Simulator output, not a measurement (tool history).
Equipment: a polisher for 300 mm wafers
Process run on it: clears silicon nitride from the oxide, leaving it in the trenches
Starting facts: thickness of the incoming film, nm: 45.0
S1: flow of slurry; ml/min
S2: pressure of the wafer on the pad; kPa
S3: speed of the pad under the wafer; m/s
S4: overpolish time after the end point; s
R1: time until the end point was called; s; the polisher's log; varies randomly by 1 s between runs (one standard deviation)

run 1 hour=0 | S1=180 S2=11.7 S3=1.02 S4=12 | R1=84.694
run 2 hour=6.3 | S1=180 S2=11.7 S3=1.14 S4=12 | R1=75.989
run 3 hour=9.7 | S1=180 S2=9.7 S3=1.14 S4=12 | R1=91.284
run 4 hour=14.7 | S1=180 S2=10.3 S3=1.16 S4=12 | R1=82.489
run 5 hour=16.9 | S1=180 S2=10.3 S3=1.3 S4=12 | R1=77.59
run 6 hour=24 | S1=180 S2=10.3 S3=1.44 S4=12 | R1=69.361

Forecast run 7:
run 7 hour=24.7 | S1=180 S2=11 S3=1.44 S4=12 | R1=?

Run 7 came out at R1 63.972 s.
